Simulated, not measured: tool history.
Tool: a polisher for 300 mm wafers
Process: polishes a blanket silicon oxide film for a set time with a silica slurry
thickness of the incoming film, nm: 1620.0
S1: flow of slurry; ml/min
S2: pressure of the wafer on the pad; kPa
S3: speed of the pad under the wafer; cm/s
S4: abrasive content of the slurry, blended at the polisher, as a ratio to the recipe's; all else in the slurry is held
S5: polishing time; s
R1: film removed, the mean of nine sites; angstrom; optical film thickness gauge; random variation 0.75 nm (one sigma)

| run | hour | S1 | S2 | S3 | S4 | S5 | R1 |
|---|---|---|---|---|---|---|---|
| 1 | 0.0 | 210 | 32.4 | 128 | 1.00 | 45 | 1932.00 |
| 2 | 8.2 | 210 | 32.4 | 128 | 1.10 | 45 | 2016.20 |
| 3 | 12.0 | 205 | 26.9 | 116 | 1.10 | 45 | 1597.80 |
| 4 | 13.1 | 160 | 26.9 | 116 | 1.10 | 45 | 1549.80 |
| 5 | 16.8 | 160 | 26.9 | 116 | 1.20 | 45 | 1607.60 |
| 6 | 25.1 | 160 | 26.9 | 116 | 1.05 | 45 | 1521.80 |
| 7 | 30.8 | 160 | 22.8 | 108 | 1.05 | 45 | 1293.30 |
| 8 | 38.1 | 160 | 20.0 | 102 | 1.05 | 45 | 1148.00 |
| 9 | 45.8 | 160 | 17.9 | 98 | 1.05 | 45 | 1027.10 |

Run 10 comes next. What will it give?
| 10 | 52.9 | 160 | 16.5 | 96 | 1.05 | 45 | ? |

{"run 10": {"R1": 945.03}}
